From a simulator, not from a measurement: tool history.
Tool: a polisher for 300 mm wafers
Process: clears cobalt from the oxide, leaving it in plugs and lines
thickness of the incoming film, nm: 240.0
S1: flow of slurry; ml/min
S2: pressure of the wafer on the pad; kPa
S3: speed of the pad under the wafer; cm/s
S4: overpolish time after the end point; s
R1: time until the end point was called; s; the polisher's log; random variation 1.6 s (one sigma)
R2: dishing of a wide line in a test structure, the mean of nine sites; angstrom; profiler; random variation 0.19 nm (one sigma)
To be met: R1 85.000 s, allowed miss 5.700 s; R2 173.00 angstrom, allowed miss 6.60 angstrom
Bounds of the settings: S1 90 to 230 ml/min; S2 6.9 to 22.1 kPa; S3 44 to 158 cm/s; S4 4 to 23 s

run	hour	S1	S2	S3	S4	R1	R2
1	0.0	150	14.5	100	12	50.007	387.66
2	2.4	150	16.5	100	12	42.562	413.36
3	5.0	150	16.5	100	17	45.368	506.59
4	7.8	150	16.5	100	13	43.792	445.50
5	10.4	150	16.5	100	11	44.214	394.06
6	19.0	150	18.6	100	11	37.751	424.63
7	24.5	150	18.6	100	11	38.639	419.17
8	28.1	135	17.2	84	9	51.127	325.58
9	32.9	175	13.1	78	4	67.085	129.64
10	37.6	155	12.4	78	4	73.701	119.78
11	46.1	140	12.4	74	5	76.885	142.96
12	52.7	130	12.4	74	5	76.692	138.41
13	54.8	125	12.4	72	6	80.803	158.61

5 next moves are on the table. One of them brings every result within its allowed miss. Which?
A	56.9	185	11.7	68	7	?	?
B	56.9	105	11.7	74	6	?	?
C	56.9	135	12.4	80	5	?	?
D	56.9	105	13.1	76	6	?	?
E	56.9	125	12.4	66	6	?	?

move	R1	R2
A	85.194	171.39
B	86.044	148.57
C	72.255	147.52
D	75.332	166.74
E	88.026	145.65
A: meets every target
B: further off than the last run
C: further off than the last run
D: brings the result that was furthest off to its target, and leaves another outside
E: further off than the last run
Answer: A
